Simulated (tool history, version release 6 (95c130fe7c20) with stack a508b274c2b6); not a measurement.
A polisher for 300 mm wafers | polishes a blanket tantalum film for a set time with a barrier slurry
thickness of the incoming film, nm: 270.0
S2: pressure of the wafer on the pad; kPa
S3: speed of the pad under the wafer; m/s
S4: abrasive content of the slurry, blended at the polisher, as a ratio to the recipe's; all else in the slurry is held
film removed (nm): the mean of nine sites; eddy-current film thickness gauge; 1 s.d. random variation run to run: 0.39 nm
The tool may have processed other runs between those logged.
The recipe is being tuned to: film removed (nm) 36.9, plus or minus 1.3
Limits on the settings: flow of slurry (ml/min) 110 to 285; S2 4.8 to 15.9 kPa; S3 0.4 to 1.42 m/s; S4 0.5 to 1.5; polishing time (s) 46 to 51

Run 1, hour 0: flow of slurry (ml/min) 180, S2 10.3 kPa, S3 0.9 m/s, S4 1, polishing time (s) 51. Result: film removed (nm) 65.185.
Run 2, hour 2.2: flow of slurry (ml/min) 175, S2 9 kPa, S3 0.9 m/s, S4 1, polishing time (s) 51. Result: film removed (nm) 56.261.
Run 3, hour 6.1: flow of slurry (ml/min) 170, S2 7.6 kPa, S3 0.9 m/s, S4 1, polishing time (s) 51. Result: film removed (nm) 48.095.
Run 4, hour 12.1: flow of slurry (ml/min) 170, S2 7.6 kPa, S3 0.9 m/s, S4 0.9, polishing time (s) 51. Result: film removed (nm) 46.303.
Run 5, hour 19.8: flow of slurry (ml/min) 165, S2 6.9 kPa, S3 0.9 m/s, S4 0.9, polishing time (s) 51. Result: film removed (nm) 42.06.
Run 6, hour 26.3: flow of slurry (ml/min) 160, S2 6.9 kPa, S3 0.9 m/s, S4 0.9, polishing time (s) 51. Result: film removed (nm) 40.99.
Run 7, hour 29.7: flow of slurry (ml/min) 150, S2 6.9 kPa, S3 0.9 m/s, S4 0.9, polishing time (s) 51. Result: film removed (nm) 40.995.
Run 8, hour 34.2: flow of slurry (ml/min) 145, S2 6.9 kPa, S3 0.9 m/s, S4 0.9, polishing time (s) 51. Result: film removed (nm) 41.677.

Which one of the following 4 next-run settings gets every result inside its allowed miss? There is exactly one.
Run A, hour 38.7: flow of slurry (ml/min) 140, S2 6.9 kPa, S3 1.06 m/s, S4 0.9, polishing time (s) 47. Result: film removed (nm) ?.
Run B, hour 38.7: flow of slurry (ml/min) 155, S2 8.3 kPa, S3 0.92 m/s, S4 0.75, polishing time (s) 51. Result: film removed (nm) ?.
Run C, hour 38.7: flow of slurry (ml/min) 165, S2 6.9 kPa, S3 0.82 m/s, S4 0.85, polishing time (s) 46. Result: film removed (nm) ?.
Run D, hour 38.7: flow of slurry (ml/min) 200, S2 5.5 kPa, S3 0.94 m/s, S4 0.95, polishing time (s) 51. Result: film removed (nm) ?.

move  film removed (nm)
   A             43.166
   B              46.16
   C             33.279
   D             36.572
A: misses by more than the last run did
B: misses by more than the last run did
C: pushes the last run's worst result past its target
D: all results land within tolerance of their targets
Move D is the one to make.

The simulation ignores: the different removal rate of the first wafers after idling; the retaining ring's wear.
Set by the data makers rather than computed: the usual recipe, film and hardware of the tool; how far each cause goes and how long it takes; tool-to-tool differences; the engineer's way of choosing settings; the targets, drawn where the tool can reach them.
